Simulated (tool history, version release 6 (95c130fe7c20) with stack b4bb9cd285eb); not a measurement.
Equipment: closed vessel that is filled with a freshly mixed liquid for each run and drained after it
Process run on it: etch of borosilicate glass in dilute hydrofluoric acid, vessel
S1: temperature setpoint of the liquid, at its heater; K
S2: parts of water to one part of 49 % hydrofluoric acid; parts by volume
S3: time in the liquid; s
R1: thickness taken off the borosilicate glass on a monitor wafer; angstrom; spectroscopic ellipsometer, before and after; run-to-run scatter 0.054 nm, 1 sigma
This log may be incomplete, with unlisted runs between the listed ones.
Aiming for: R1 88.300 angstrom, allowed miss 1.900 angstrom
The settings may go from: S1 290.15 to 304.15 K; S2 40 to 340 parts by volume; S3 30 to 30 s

Run 1, hour 0.0: S1 296.15 K, S2 190 parts by volume, S3 30 s. Result: R1 57.991 angstrom.
Run 2, hour 7.3: S1 294.15 K, S2 190 parts by volume, S3 30 s. Result: R1 53.711 angstrom.
Run 3, hour 16.3: S1 294.15 K, S2 190 parts by volume, S3 30 s. Result: R1 52.998 angstrom.
Run 4, hour 17.4: S1 296.65 K, S2 185 parts by volume, S3 30 s. Result: R1 60.866 angstrom.
At hour 23.8: hydrofluoric acid flow meter replaced.
Run 5, hour 23.8: S1 298.65 K, S2 180 parts by volume, S3 30 s. Result: R1 73.725 angstrom.
Run 6, hour 24.9: S1 299.65 K, S2 180 parts by volume, S3 30 s. Result: R1 75.738 angstrom.
Run 7, hour 29.0: S1 300.15 K, S2 180 parts by volume, S3 30 s. Result: R1 78.182 angstrom.
Run 8, hour 31.7: S1 300.65 K, S2 180 parts by volume, S3 30 s. Result: R1 79.135 angstrom.
Run 9, hour 39.7: S1 301.15 K, S2 180 parts by volume, S3 30 s. Result: R1 79.789 angstrom.
Run 10, hour 45.2: S1 301.15 K, S2 180 parts by volume, S3 30 s. Result: R1 80.374 angstrom.

Consider the 5 candidate settings below. Which is the only one whose results all fall within their allowed miss of target?
Run A, hour 50.7: S1 300.15 K, S2 170 parts by volume, S3 30 s. Result: R1 ?.
Run B, hour 50.7: S1 303.65 K, S2 180 parts by volume, S3 30 s. Result: R1 ?.
Run C, hour 50.7: S1 299.65 K, S2 150 parts by volume, S3 30 s. Result: R1 ?.
Run D, hour 50.7: S1 300.65 K, S2 170 parts by volume, S3 30 s. Result: R1 ?.
Run E, hour 50.7: S1 297.65 K, S2 160 parts by volume, S3 30 s. Result: R1 ?.

move      R1
   A  82.654
   B  87.374
   C  94.199
   D  84.174
   E  80.971
A: better than the last run, though not everything is in spec
B: in spec on every target
C: moves the result that the last run missed by most past its target, out the other side
D: better than the last run, though not everything is in spec
E: better than the last run, though not everything is in spec
Correct choice: B, which meets every target

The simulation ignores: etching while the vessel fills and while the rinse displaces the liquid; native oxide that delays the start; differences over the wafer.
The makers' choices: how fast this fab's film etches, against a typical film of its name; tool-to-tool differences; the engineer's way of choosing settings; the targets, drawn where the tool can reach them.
